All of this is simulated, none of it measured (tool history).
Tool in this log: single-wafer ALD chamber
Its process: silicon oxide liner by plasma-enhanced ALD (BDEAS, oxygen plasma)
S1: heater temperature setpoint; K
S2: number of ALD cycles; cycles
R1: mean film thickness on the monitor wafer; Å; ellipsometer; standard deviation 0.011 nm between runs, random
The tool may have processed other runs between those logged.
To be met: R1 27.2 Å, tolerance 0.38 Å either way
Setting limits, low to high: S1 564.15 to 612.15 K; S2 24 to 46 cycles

run  hour      S1  S2      R1
  1     0  588.15  35  30.079
  2   4.5  594.15  35  30.022
  3  13.5  594.15  34  28.865
  4  17.8  588.15  34  29.467
  5  21.7  592.15  33  28.227
  6  27.6  594.15  33  28.251
  7  33.5  595.15  33  28.004
     36.8  -- thermocouple changed; heater temperature recalibrated
  8  36.8  597.15  33  28.239

Which one of the following 5 next-run settings gets every result inside its allowed miss? There is exactly one.
  A  40.1  593.15  33   ?
  B  40.1  592.15  33   ?
  C  40.1  600.15  33   ?
  D  40.1  598.15  32   ?
  E  40.1  605.15  33   ?

move      R1
   A  28.512
   B  28.559
   C  28.184
   D  27.421
   E   27.95
A: further off than the last run
B: further off than the last run
C: gains on the last run, yet a result remains outside its allowed miss
D: all results land within tolerance of their targets
E: gains on the last run, yet a result remains outside its allowed miss
Correct choice: D, which meets every target

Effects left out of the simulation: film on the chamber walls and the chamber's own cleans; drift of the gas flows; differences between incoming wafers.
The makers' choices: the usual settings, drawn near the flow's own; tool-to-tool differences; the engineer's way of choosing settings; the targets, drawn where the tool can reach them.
